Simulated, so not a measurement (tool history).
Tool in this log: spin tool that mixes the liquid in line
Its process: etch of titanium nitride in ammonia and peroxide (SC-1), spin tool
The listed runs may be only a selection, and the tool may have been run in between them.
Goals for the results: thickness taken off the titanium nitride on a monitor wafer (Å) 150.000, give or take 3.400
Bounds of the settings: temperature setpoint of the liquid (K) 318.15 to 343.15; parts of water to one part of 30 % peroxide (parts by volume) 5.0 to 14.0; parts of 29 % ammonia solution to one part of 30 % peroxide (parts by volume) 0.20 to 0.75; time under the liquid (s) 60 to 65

run	hour	temperature setpoint of the liquid (K)	parts of water to one part of 30 % peroxide (parts by volume)	parts of 29 % ammonia solution to one part of 30 % peroxide (parts by volume)	time under the liquid (s)	thickness taken off the titanium nitride on a monitor wafer (Å)
1	0.0	334.15	7.5	0.45	60	85.274
2	0.5	334.15	7.5	0.45	60	85.321
3	9.1	336.15	7.5	0.45	60	96.999
4	10.9	336.15	9.0	0.45	60	87.631
5	11.5	336.15	9.0	0.45	65	96.227
6	13.4	336.15	6.5	0.45	65	113.350
7	14.2	337.15	6.5	0.45	65	119.960
8	23.0	338.15	6.5	0.45	65	129.530
9	29.2	338.65	6.5	0.45	65	132.890
10	37.1	338.65	6.5	0.45	65	131.910
11	43.9	339.15	6.5	0.45	65	136.850
12	44.7	339.15	6.5	0.45	65	136.780
# hour 51.8: heated supply line repaired
13	51.8	339.65	6.5	0.45	65	158.720

Which of these 5 next moves meets every target?
A	58.9	340.65	6.0	0.40	65	?
B	58.9	339.65	6.0	0.40	65	?
C	58.9	339.65	6.0	0.45	65	?
D	58.9	339.15	7.0	0.65	60	?
E	58.9	339.15	6.5	0.40	65	?

move	thickness taken off the titanium nitride on a monitor wafer (Å)
A	171.260
B	160.820
C	163.990
D	144.330
E	149.830
A: moves away from the targets compared with the last run
B: moves away from the targets compared with the last run
C: moves away from the targets compared with the last run
D: takes the biggest miss from the last run beyond its target
E: hits every target within its allowed miss
Correct choice: E, which meets every target
